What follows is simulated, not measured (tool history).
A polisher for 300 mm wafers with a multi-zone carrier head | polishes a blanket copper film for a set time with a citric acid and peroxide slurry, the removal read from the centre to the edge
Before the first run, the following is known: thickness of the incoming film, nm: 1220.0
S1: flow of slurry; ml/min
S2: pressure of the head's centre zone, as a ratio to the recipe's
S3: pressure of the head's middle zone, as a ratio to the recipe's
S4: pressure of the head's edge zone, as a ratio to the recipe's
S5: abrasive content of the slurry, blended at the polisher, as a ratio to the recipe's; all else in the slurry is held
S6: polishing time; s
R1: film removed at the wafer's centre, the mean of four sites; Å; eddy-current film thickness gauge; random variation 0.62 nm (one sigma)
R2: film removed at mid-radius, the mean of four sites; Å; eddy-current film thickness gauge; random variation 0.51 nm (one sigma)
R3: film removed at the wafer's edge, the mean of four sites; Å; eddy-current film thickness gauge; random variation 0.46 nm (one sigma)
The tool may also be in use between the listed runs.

run	hour	S1	S2	S3	S4	S5	S6	R1	R2	R3
1	0	250	1	1	1	1	85	1086.4	1240.1	1265.6
2	2.9	250	1.02	1	0.97	0.9	79	1006.4	1149.1	1140.7
3	10.5	225	1.02	1	0.97	0.9	79	982.12	1132.5	1126.1
4	15.1	225	1.05	1	0.97	0.9	79	1009.6	1127.5	1143.9
5	20.1	250	1.05	1	0.97	0.9	79	1026.4	1139.3	1148
# hour 28.1: centre zone pressure recalibrated
6	28.1	250	1.05	1	0.97	1	79	1163.6	1153.3	1172.6
7	34.3	270	1.05	0.99	0.95	0.95	73	1082.2	1062.1	1086.9
8	38.3	200	1.08	1.03	0.85	0.7	49	672.85	681	629.96

Predict the results of run 9:
9	42.6	205	1.08	1.03	0.85	0.7	49	?	?	?

R1: 679.76 Å
R2: 672.52 Å
R3: 626.05 Å
